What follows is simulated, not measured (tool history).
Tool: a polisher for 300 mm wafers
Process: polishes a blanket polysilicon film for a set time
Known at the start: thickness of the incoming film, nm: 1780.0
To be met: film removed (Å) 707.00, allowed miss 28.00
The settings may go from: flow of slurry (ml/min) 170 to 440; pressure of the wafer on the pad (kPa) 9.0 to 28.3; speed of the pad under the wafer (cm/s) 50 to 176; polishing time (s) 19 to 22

run,hour,flow of slurry (ml/min),pressure of the wafer on the pad (kPa),speed of the pad under the wafer (cm/s),polishing time (s),film removed (Å)
1,0.0,280,18.6,112,22,1551.70
2,4.2,280,16.5,106,22,1374.20
3,6.6,280,15.2,98,22,1203.70
4,14.5,280,15.2,98,19,1040.50
5,22.6,335,15.2,98,19,1059.50
6,30.1,335,19.3,98,19,1232.70
7,33.1,335,17.2,94,19,1110.80
8,40.3,335,15.9,90,19,1010.60
# hour 42.8: slurry nozzle cleaned
9,42.8,335,14.5,88,19,949.85
10,45.2,335,13.1,86,19,861.88
11,53.6,335,12.4,86,19,845.24
12,59.7,335,11.7,84,19,800.73

5 next moves are on the table. One of them brings every result within its allowed miss. Which?
A,65.8,325,11.7,74,19,?
B,65.8,390,9.0,98,20,?
C,65.8,240,13.1,66,19,?
D,65.8,260,12.4,66,19,?
E,65.8,365,11.7,68,19,?

move,film removed (Å)
A,705.24
B,846.92
C,658.18
D,641.76
E,656.41
A: meets every target
B: further off than the last run
C: takes the result that was furthest off past its target
D: takes the result that was furthest off past its target
E: takes the result that was furthest off past its target
Answer: A
